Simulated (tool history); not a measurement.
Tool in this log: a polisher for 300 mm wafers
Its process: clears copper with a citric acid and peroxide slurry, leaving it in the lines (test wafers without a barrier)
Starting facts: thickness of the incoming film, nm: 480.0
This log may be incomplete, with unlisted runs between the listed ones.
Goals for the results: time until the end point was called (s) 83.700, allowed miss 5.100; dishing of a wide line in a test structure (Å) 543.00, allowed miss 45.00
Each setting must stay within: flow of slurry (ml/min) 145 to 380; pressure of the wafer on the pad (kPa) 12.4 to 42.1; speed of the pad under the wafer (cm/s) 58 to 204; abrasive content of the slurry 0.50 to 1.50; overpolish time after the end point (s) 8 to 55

| run | hour | flow of slurry (ml/min) | pressure of the wafer on the pad (kPa) | speed of the pad under the wafer (cm/s) | abrasive content of the slurry | overpolish time after the end point (s) | time until the end point was called (s) | dishing of a wide line in a test structure (Å) |
|---|---|---|---|---|---|---|---|---|
| 1 | 0.0 | 245 | 26.9 | 130 | 1.00 | 28 | 114.290 | 746.93 |
| 2 | 7.6 | 245 | 28.3 | 132 | 1.00 | 24 | 109.880 | 673.01 |
| 3 | 9.6 | 245 | 28.3 | 132 | 0.90 | 24 | 111.650 | 686.23 |
| 4 | 15.4 | 250 | 29.6 | 132 | 0.90 | 21 | 110.290 | 624.05 |
| 5 | 21.7 | 250 | 29.6 | 108 | 0.90 | 21 | 132.740 | 526.67 |
| 6 | 30.6 | 250 | 31.7 | 110 | 0.90 | 19 | 120.460 | 509.41 |
| 7 | 33.9 | 250 | 31.7 | 110 | 0.90 | 19 | 120.870 | 527.35 |
| 8 | 37.4 | 250 | 33.8 | 110 | 0.90 | 18 | 110.120 | 521.03 |
| 9 | 39.0 | 250 | 35.2 | 110 | 0.90 | 17 | 108.400 | 517.40 |
| 10 | 41.3 | 250 | 36.5 | 110 | 0.90 | 16 | 104.860 | 509.88 |
| 11 | 46.8 | 250 | 42.1 | 118 | 0.90 | 11 | 83.441 | 455.20 |

Of the 4 settings listed for the next run, only one would bring every result within its allowed miss of target. Which one?
| A | 52.3 | 215 | 42.1 | 124 | 0.85 | 14 | ? | ? |
| B | 52.3 | 220 | 35.9 | 124 | 0.70 | 17 | ? | ? |
| C | 52.3 | 240 | 40.7 | 144 | 0.85 | 15 | ? | ? |
| D | 52.3 | 165 | 42.1 | 116 | 0.65 | 20 | ? | ? |

| move | time until the end point was called (s) | dishing of a wide line in a test structure (Å) |
|---|---|---|
| A | 83.619 | 558.89 |
| B | 101.910 | 553.69 |
| C | 73.596 | 661.32 |
| D | 99.153 | 656.64 |
A: hits every target within its allowed miss
B: corrects the largest miss of the last run, while another result sits out of spec
C: carries the result that was furthest off beyond its target, to the other side
D: carries the result that was furthest off beyond its target, to the other side
A is the move that brings every result within its allowed miss.

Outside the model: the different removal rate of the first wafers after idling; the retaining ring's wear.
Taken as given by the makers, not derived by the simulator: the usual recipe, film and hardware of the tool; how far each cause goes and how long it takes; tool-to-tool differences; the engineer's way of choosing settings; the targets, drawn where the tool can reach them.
